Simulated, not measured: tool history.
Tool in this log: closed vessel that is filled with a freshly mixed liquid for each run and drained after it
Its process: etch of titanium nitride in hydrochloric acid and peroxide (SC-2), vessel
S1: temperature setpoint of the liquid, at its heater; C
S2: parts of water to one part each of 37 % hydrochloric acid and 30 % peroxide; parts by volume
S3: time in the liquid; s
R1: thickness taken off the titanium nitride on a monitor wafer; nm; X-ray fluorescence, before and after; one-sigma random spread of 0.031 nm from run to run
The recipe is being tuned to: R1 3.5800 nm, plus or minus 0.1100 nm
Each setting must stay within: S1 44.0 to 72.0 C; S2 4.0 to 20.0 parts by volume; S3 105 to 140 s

run	hour	S1	S2	S3	R1
1	0.0	60.0	11.0	140	8.0713
2	2.1	60.0	8.5	140	9.9092
3	4.8	60.0	8.5	105	7.3696
4	11.2	60.0	8.5	140	9.9807
5	17.7	57.0	8.5	140	8.2899
6	24.3	54.5	9.0	140	6.6527
7	31.2	52.5	9.0	140	5.8167
8	33.2	51.0	9.0	140	5.3849
9	42.1	50.0	9.0	140	4.9695
10	43.1	49.0	9.0	140	4.6545
11	49.8	48.5	9.0	140	4.4427
12	55.8	44.5	9.0	140	3.4140

Which of these 5 next moves meets every target?
A	61.8	47.5	11.0	125	?
B	61.8	44.5	7.5	115	?
C	61.8	44.5	8.5	125	?
D	61.8	45.5	10.5	140	?
E	61.8	46.5	9.5	135	?

move	R1
A	3.1718
B	3.2528
C	3.1989
D	3.2238
E	3.6181
A: moves away from the targets compared with the last run
B: moves away from the targets compared with the last run
C: moves away from the targets compared with the last run
D: moves away from the targets compared with the last run
E: in spec on every target
E is the move that brings every result within its allowed miss.

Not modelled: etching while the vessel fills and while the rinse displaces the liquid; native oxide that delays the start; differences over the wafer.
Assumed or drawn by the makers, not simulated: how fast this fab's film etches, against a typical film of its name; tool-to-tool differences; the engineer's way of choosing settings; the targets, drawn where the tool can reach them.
